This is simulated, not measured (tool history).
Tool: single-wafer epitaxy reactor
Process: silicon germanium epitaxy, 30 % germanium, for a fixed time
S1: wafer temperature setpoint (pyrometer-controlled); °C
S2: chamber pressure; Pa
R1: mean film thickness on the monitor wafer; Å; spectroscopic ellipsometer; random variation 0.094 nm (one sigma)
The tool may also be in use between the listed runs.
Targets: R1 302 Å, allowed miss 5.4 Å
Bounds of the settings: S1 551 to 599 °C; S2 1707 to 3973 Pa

| run | day | S1 | S2 | R1 |
|---|---|---|---|---|
| 1 | 0 | 575 | 2840 | 394.69 |
| 2 | 0.196 | 573 | 2840 | 379.3 |
| 3 | 0.288 | 571 | 2840 | 369.68 |
| 4 | 0.488 | 571 | 3240 | 386 |
| 5 | 0.6 | 571 | 2920 | 373.08 |
| 6 | 0.975 | 571 | 3426 | 393.23 |
| 7 | 1.25 | 569 | 3413 | 377.2 |
| 8 | 1.421 | 567 | 3413 | 364.67 |
| 9 | 1.488 | 565 | 3413 | 353.04 |
| 10 | 1.746 | 555 | 3386 | 296.38 |

Which of these 4 next moves meets every target?
| A | 2.004 | 554 | 3333 | ? |
| B | 2.004 | 551 | 3773 | ? |
| C | 2.004 | 553 | 3066 | ? |
| D | 2.004 | 557 | 3213 | ? |

| move | R1 |
|---|---|
| A | 287.61 |
| B | 284.11 |
| C | 274.92 |
| D | 299.7 |
A: further off than the last run
B: further off than the last run
C: further off than the last run
D: meets every target
Move D is the one to make.
